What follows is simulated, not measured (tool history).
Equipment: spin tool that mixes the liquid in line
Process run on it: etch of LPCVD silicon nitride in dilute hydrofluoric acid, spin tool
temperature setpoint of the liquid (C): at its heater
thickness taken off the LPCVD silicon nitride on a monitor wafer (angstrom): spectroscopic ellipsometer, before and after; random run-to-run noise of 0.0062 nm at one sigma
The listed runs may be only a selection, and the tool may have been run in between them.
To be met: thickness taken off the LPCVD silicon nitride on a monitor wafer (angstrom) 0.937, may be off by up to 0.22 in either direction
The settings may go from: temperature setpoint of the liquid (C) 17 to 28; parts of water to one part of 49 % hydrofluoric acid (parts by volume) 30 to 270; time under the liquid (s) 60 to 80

run,hour,temperature setpoint of the liquid (C),parts of water to one part of 49 % hydrofluoric acid (parts by volume),time under the liquid (s),thickness taken off the LPCVD silicon nitride on a monitor wafer (angstrom)
1,0,20,150,80,2.3616
2,3.8,21.5,150,80,2.6996
3,9.9,20.5,165,75,2.3477
4,15.2,20.5,195,75,2.0147
5,23.7,20,210,70,1.5199
6,27.8,19.5,215,70,1.6484
7,36,19,225,70,1.3553
8,39.6,18.5,230,70,1.3901

Below are 5 possible settings for the next run. Only one of them brings all results inside the allowed miss of their targets. Which is it?
A,43.2,19.5,210,65,?
B,43.2,18,215,80,?
C,43.2,18.5,245,60,?
D,43.2,18.5,145,80,?
E,43.2,17,230,80,?

move,thickness taken off the LPCVD silicon nitride on a monitor wafer (angstrom)
A,1.3588
B,1.4805
C,1.0123
D,2.2395
E,1.2984
A: nearer the targets than the last run, but a result is still out of spec
B: lands further from the targets than the last run did
C: all results land within tolerance of their targets
D: lands further from the targets than the last run did
E: nearer the targets than the last run, but a result is still out of spec
So the answer is move C, the one that meets all the targets.
